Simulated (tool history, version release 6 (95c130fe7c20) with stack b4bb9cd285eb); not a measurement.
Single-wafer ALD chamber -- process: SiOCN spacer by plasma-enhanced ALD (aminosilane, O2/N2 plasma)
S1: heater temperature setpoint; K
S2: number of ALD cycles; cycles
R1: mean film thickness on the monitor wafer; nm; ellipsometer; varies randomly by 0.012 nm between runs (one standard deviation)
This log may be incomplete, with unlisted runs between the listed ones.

Run 1, hour 0.0: S1 653.15 K, S2 67 cycles. Result: R1 4.4766 nm.
Run 2, hour 5.4: S1 663.15 K, S2 67 cycles. Result: R1 4.4944 nm.
Run 3, hour 12.4: S1 663.15 K, S2 76 cycles. Result: R1 5.0548 nm.
Run 4, hour 20.9: S1 663.15 K, S2 71 cycles. Result: R1 4.7393 nm.
Run 5, hour 25.3: S1 663.15 K, S2 74 cycles. Result: R1 4.9340 nm.
Run 6, hour 31.4: S1 663.15 K, S2 65 cycles. Result: R1 4.3569 nm.
Run 7, hour 34.9: S1 663.15 K, S2 63 cycles. Result: R1 4.2346 nm.
Run 8, hour 37.0: S1 663.15 K, S2 61 cycles. Result: R1 4.0614 nm.

Run 9 comes next. What will it give?
Run 9, hour 40.8: S1 663.15 K, S2 60 cycles. Result: R1 ?.

Run 9 produced R1 4.0065 nm.
